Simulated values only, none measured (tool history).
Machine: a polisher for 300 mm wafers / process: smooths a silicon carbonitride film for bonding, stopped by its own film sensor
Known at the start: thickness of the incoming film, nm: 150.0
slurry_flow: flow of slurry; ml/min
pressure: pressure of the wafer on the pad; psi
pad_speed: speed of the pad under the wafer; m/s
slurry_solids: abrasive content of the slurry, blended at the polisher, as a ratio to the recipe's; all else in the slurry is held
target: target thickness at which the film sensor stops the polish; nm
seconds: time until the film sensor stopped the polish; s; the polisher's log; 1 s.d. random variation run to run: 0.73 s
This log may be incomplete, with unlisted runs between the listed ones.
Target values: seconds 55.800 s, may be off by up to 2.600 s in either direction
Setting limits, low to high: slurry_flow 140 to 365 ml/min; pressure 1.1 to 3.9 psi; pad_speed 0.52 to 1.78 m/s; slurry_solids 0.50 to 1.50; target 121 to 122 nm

| run | hour | slurry_flow | pressure | pad_speed | slurry_solids | target | seconds |
|---|---|---|---|---|---|---|---|
| 1 | 0.0 | 235 | 2.5 | 1.14 | 1.00 | 122 | 91.827 |
| 2 | 5.2 | 290 | 2.5 | 1.14 | 1.00 | 122 | 89.123 |
| 3 | 11.4 | 290 | 2.5 | 1.14 | 0.80 | 122 | 102.870 |
| 4 | 15.4 | 290 | 2.5 | 1.14 | 0.80 | 121 | 105.100 |
| 5 | 18.9 | 290 | 2.7 | 1.16 | 0.80 | 121 | 98.597 |
| 6 | 22.4 | 290 | 2.8 | 1.18 | 0.80 | 121 | 93.042 |
| 7 | 30.6 | 290 | 2.9 | 1.20 | 0.80 | 121 | 87.896 |
| 8 | 32.0 | 290 | 2.9 | 1.20 | 0.80 | 121 | 89.685 |
| 9 | 34.8 | 290 | 3.0 | 1.22 | 0.80 | 121 | 86.539 |
| 10 | 38.4 | 290 | 3.1 | 1.24 | 0.80 | 121 | 80.157 |
| 11 | 46.5 | 290 | 3.2 | 1.26 | 0.80 | 121 | 78.056 |
| 12 | 54.5 | 290 | 3.3 | 1.28 | 0.80 | 121 | 74.204 |
| 13 | 57.2 | 290 | 3.4 | 1.30 | 0.80 | 121 | 71.105 |
| 14 | 58.9 | 290 | 3.5 | 1.32 | 0.80 | 121 | 67.875 |
| 15 | 59.6 | 290 | 3.5 | 1.34 | 0.80 | 121 | 68.390 |
| 16 | 60.9 | 290 | 3.5 | 1.36 | 0.80 | 121 | 66.357 |
|  | 63.3 | slurry blender recalibrated |
| 17 | 63.3 | 290 | 3.7 | 1.40 | 0.80 | 121 | 51.143 |
| 18 | 71.5 | 290 | 3.6 | 1.40 | 0.80 | 121 | 52.990 |

Consider the 4 candidate settings below. Which is the only one whose results all fall within their allowed miss of target?
| A | 79.7 | 260 | 3.8 | 1.74 | 0.55 | 122 | ? |
| B | 79.7 | 235 | 3.3 | 1.64 | 0.90 | 121 | ? |
| C | 79.7 | 300 | 3.8 | 1.40 | 0.80 | 121 | ? |
| D | 79.7 | 325 | 3.9 | 1.08 | 0.90 | 122 | ? |

| move | seconds |
|---|---|
| A | 49.126 |
| B | 48.845 |
| C | 49.815 |
| D | 54.383 |
A: lands further from the targets than the last run did
B: lands further from the targets than the last run did
C: lands further from the targets than the last run did
D: all results land within tolerance of their targets
The right move is D.
